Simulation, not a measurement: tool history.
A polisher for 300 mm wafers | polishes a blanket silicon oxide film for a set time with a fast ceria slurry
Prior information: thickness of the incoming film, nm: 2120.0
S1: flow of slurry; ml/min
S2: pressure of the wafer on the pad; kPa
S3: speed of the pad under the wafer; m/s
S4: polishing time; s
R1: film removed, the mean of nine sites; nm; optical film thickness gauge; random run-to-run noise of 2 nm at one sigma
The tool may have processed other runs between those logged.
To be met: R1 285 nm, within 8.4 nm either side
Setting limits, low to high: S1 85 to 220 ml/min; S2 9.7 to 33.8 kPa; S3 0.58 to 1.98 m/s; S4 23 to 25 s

{"run": 1, "hour": 0.0, "S1": 140, "S2": 21.4, "S3": 1.28, "S4": 25, "R1": 653.54}
{"run": 2, "hour": 5.3, "S1": 135, "S2": 19.3, "S3": 1.24, "S4": 25, "R1": 574.55}
{"run": 3, "hour": 11.7, "S1": 135, "S2": 22.1, "S3": 1.24, "S4": 25, "R1": 659.24}
{"run": 4, "hour": 15.7, "S1": 135, "S2": 20, "S3": 1.2, "S4": 25, "R1": 576.31}
{"run": 5, "hour": 23.3, "S1": 135, "S2": 18.6, "S3": 1.16, "S4": 25, "R1": 524}
{"run": 6, "hour": 30.2, "S1": 135, "S2": 18.6, "S3": 1.28, "S4": 25, "R1": 569.65}
{"run": 7, "hour": 33.2, "S1": 110, "S2": 12.4, "S3": 0.92, "S4": 25, "R1": 269.15}
{"run": 8, "hour": 41.8, "S1": 135, "S2": 13.1, "S3": 0.92, "S4": 25, "R1": 299.41}

5 next moves are on the table. One of them brings every result within its allowed miss. Which?
{"run": "A", "hour": 50.4, "S1": 155, "S2": 13.1, "S3": 0.94, "S4": 25, "R1": "?"}
{"run": "B", "hour": 50.4, "S1": 155, "S2": 11, "S3": 1.1, "S4": 25, "R1": "?"}
{"run": "C", "hour": 50.4, "S1": 85, "S2": 13.1, "S3": 1.02, "S4": 25, "R1": "?"}
{"run": "D", "hour": 50.4, "S1": 130, "S2": 12.4, "S3": 0.92, "S4": 23, "R1": "?"}
{"run": "E", "hour": 50.4, "S1": 145, "S2": 12.4, "S3": 1.06, "S4": 23, "R1": "?"}

move=A R1=316.33
move=B R1=312.95
move=C R1=292.92
move=D R1=261.5
move=E R1=306.51
A: the biggest miss grows against the last run
B: the biggest miss grows against the last run
C: hits every target within its allowed miss
D: takes the result that was furthest off past its target
E: the biggest miss grows against the last run
Go with C: it meets all targets.
